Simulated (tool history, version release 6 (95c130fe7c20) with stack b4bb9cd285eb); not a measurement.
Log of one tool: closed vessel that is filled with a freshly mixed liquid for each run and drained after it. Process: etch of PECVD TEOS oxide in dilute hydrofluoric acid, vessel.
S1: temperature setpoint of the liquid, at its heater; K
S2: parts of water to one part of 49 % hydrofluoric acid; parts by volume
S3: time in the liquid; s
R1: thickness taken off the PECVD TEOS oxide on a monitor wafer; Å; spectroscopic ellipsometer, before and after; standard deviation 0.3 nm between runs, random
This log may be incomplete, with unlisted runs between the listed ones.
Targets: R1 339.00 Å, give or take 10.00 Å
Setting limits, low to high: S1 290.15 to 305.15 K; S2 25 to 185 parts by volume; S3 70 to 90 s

run,day,S1,S2,S3,R1
1,0.000,297.15,105,90,248.10
2,0.333,297.15,105,90,249.80
3,0.450,297.15,135,90,188.07
4,0.496,297.15,135,70,148.07
5,0.704,297.15,120,70,165.43
6,1.038,298.65,120,70,175.71
7,1.238,299.15,105,70,211.58
8,1.471,300.15,95,70,247.93
9,1.558,301.15,90,70,269.78
10,1.683,302.15,85,70,297.02
11,1.867,302.65,85,70,305.00
12,2.212,303.15,85,70,314.14
13,2.254,303.65,85,70,315.85
14,2.358,304.15,85,70,322.88

Exercise: of the 4 proposed moves below, exactly one satisfies all targets within the stated allowed misses. Which move is it?
A,2.462,302.15,80,80,?
B,2.462,305.15,100,80,?
C,2.462,304.15,90,70,?
D,2.462,303.65,85,75,?

move,R1
A,364.29
B,316.93
C,301.30
D,337.91
A: carries the result that was furthest off beyond its target, to the other side
B: lands further from the targets than the last run did
C: lands further from the targets than the last run did
D: every result within its allowed miss
The move that meets every target is D.

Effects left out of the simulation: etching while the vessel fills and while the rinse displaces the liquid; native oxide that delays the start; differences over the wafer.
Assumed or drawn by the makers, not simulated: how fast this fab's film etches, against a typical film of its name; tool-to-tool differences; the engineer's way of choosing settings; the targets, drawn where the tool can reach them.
